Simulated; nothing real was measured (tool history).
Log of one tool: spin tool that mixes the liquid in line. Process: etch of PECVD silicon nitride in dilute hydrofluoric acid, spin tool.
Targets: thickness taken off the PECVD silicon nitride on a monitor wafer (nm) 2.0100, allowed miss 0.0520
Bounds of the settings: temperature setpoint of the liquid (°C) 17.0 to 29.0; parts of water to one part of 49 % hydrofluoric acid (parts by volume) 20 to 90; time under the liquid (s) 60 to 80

run,hour,temperature setpoint of the liquid (°C),parts of water to one part of 49 % hydrofluoric acid (parts by volume),time under the liquid (s),thickness taken off the PECVD silicon nitride on a monitor wafer (nm)
1,0.0,21.0,50,80,4.2060
2,4.2,21.0,70,80,3.0175
3,12.6,20.0,70,80,2.8110
4,18.0,20.0,80,80,2.4666
5,21.5,19.5,80,80,2.3694
6,25.7,19.0,80,80,2.3055
7,27.5,18.5,80,80,2.2314
8,34.7,18.0,80,80,2.1681
9,42.7,17.5,80,80,2.0802

5 next moves are on the table. One of them brings every result within its allowed miss. Which?
A,50.7,17.0,70,70,?
B,50.7,17.0,75,80,?
C,50.7,18.0,75,75,?
D,50.7,19.5,85,80,?
E,50.7,18.0,80,80,?

move,thickness taken off the PECVD silicon nitride on a monitor wafer (nm)
A,1.9851
B,2.1219
C,2.1338
D,2.2357
E,2.1377
A: meets every target
B: further off than the last run
C: further off than the last run
D: further off than the last run
E: further off than the last run
The right move is A.
